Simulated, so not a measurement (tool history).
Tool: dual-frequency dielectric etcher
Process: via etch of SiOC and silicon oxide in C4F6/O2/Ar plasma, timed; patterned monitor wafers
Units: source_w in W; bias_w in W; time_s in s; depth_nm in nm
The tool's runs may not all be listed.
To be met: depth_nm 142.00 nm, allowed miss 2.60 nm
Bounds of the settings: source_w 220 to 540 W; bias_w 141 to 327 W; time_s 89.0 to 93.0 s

run	hour	source_w	bias_w	time_s	depth_nm
1	0.0	380	234	89.0	115.91
2	0.8	380	254	89.0	119.95
3	5.3	380	277	89.0	125.05
4	13.6	380	306	89.0	130.96
5	20.6	380	327	89.0	133.61
6	29.2	380	290	89.0	128.05
7	34.0	460	303	89.0	145.09
8	40.8	460	303	89.0	144.67

5 next moves are on the table. One of them brings every result within its allowed miss. Which?
A	47.6	420	327	92.0	?
B	47.6	450	288	90.0	?
C	47.6	430	321	93.0	?
D	47.6	480	299	90.5	?
E	47.6	440	320	90.5	?

move	depth_nm
A	147.01
B	141.73
C	149.43
D	149.94
E	147.09
A: further off than the last run
B: meets every target
C: further off than the last run
D: further off than the last run
E: further off than the last run
The right move is B.

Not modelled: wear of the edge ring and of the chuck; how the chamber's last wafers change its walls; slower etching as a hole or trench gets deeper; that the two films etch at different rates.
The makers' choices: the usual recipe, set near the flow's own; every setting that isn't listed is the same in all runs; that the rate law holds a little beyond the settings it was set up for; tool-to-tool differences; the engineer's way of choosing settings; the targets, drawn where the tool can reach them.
